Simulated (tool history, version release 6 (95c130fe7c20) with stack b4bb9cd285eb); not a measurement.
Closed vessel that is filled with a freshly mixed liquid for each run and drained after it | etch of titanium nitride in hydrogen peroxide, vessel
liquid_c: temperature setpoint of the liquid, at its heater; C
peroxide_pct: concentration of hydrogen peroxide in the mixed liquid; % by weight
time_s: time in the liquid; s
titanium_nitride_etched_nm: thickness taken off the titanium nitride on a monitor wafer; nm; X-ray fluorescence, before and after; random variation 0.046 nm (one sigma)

run  hour  liquid_c  peroxide_pct  time_s  titanium_nitride_etched_nm
  1   0.0      44.0          23.5     100                      4.2507
  2   1.2      44.0          23.5     100                      4.2762
  3   8.7      44.0          25.5     100                      4.3456
  4  17.3      44.0          27.5     100                      4.4053
  5  18.8      45.5          27.5     100                      4.9463
  6  25.1      45.5          27.5      80                      3.9495
  7  26.2      47.5          27.5      80                      4.5713
  8  29.0      49.0          27.5      80                      5.0548
  9  33.1      49.0          27.5      80                      5.0940
 10  36.6      50.5          27.5      80                      5.6899
 11  40.6      51.5          27.5      80                      6.1244

The next listed run, before its measurement:
 12  48.7      52.5          27.5      80                           ?

titanium_nitride_etched_nm: 6.5703 nm
